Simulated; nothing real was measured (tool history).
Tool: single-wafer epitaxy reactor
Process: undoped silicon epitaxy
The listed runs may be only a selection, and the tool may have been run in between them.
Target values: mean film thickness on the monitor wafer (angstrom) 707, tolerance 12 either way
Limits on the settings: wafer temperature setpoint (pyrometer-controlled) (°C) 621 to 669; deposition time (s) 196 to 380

run,hour,wafer temperature setpoint (pyrometer-controlled) (°C),deposition time (s),mean film thickness on the monitor wafer (angstrom)
1,0,645,288,405.74
2,2.2,645,273,385.98
3,9.2,645,244,344.74
4,15.3,655,244,416.02
5,23.9,657,254,453.71
6,26.2,657,228,406.69
7,30.2,659,239,443.22
8,37,660,249,468.88
9,43.7,661,258,493.29
10,52.6,662,266,517.26
11,61.2,663,273,542.45

Which of these 5 next moves meets every target?
A,69.8,669,316,?
B,69.8,668,309,?
C,69.8,669,328,?
D,69.8,669,302,?
E,69.8,669,333,?

move,mean film thickness on the monitor wafer (angstrom)
A,704.21
B,675.96
C,730.95
D,673.01
E,742.09
A: all results land within tolerance of their targets
B: gains on the last run, yet a result remains outside its allowed miss
C: the result that was furthest off in the last run now lies on the other side of its target
D: gains on the last run, yet a result remains outside its allowed miss
E: the result that was furthest off in the last run now lies on the other side of its target
So the answer is move A, the one that meets all the targets.
